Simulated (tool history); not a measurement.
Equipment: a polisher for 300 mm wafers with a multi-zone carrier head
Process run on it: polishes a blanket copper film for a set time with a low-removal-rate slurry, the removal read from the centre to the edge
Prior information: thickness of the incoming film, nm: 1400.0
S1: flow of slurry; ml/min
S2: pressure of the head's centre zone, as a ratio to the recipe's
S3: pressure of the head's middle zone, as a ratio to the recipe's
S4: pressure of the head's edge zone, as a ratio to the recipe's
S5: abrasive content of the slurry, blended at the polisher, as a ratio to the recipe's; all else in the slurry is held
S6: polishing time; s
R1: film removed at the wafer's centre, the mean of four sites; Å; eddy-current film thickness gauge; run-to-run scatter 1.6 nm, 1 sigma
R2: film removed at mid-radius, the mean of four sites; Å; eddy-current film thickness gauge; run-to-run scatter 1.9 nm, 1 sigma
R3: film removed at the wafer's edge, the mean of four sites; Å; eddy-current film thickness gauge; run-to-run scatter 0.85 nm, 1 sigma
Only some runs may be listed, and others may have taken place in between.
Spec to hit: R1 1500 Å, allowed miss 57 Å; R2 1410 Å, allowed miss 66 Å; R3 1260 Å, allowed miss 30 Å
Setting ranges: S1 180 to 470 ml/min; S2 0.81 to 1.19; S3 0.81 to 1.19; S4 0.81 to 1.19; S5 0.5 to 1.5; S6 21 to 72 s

run	day	S1	S2	S3	S4	S5	S6	R1	R2	R3
1	0	300	1	1	1	1	46	1146.2	1175.3	1114.8
2	0.271	300	1	1	0.92	1	46	1151.3	1172.1	1075.6
3	0.346	310	1.05	1.03	0.97	1.1	46	1274.9	1154.1	1136.6
4	0.412	310	1.05	1.03	1.04	1.1	46	1239.8	1190.8	1177.9
5	0.725	315	1.06	1.08	1	1.15	47	1301.7	1269.9	1184.2
6	0.992	315	1.06	1.08	1.06	1.15	47	1312.8	1257.4	1231.2
7	1.042	325	1.07	1.11	1.04	1.2	47	1343.4	1303	1210.8
8	1.362	330	1.09	1.13	1.05	1.25	47	1370.7	1373	1230.9
9	1.629	335	1.11	1.13	1.05	1.25	47	1389.3	1340.2	1240.6
10	1.933	335	1.11	1.13	1.05	1.25	47	1428.6	1318.8	1239.1
# day 2.154: worn pad replaced by a new one
11	2.154	340	1.12	1.15	1.05	1.25	47	1543.8	1477.2	1325.7
12	2.521	325	1.12	1.15	1.04	1.25	47	1508.9	1438.2	1332.3
13	2.783	340	1.12	1.15	1.03	1.25	47	1550	1456.6	1334.8
14	2.825	340	1.12	1.15	1.01	1.3	47	1567.2	1496.4	1312.1
15	3.175	335	1.12	1.14	1	1.3	47	1552.6	1472.7	1308.3
16	3.45	340	1.11	1.13	0.99	1.3	47	1512.8	1449.8	1315.8
17	3.475	335	1.11	1.13	0.99	1.25	47	1496	1425.2	1294.2

Which one of the following 4 next-run settings gets every result inside its allowed miss? There is exactly one.
A	3.5	310	1.14	1.14	0.99	1.3	46	?	?	?
B	3.5	285	1.16	0.98	0.91	1.3	46	?	?	?
C	3.5	305	1.13	1.05	1.09	1.2	47	?	?	?
D	3.5	280	1.03	1.15	1.02	1.2	49	?	?	?

move	R1	R2	R3
A	1509.6	1398.5	1263.8
B	1520.3	1254.1	1209.3
C	1500.7	1327	1331.1
D	1418.9	1460.2	1333.1
A: every result within its allowed miss
B: moves the result that the last run missed by most past its target, out the other side
C: further off than the last run
D: further off than the last run
So the answer is move A, the one that meets all the targets.
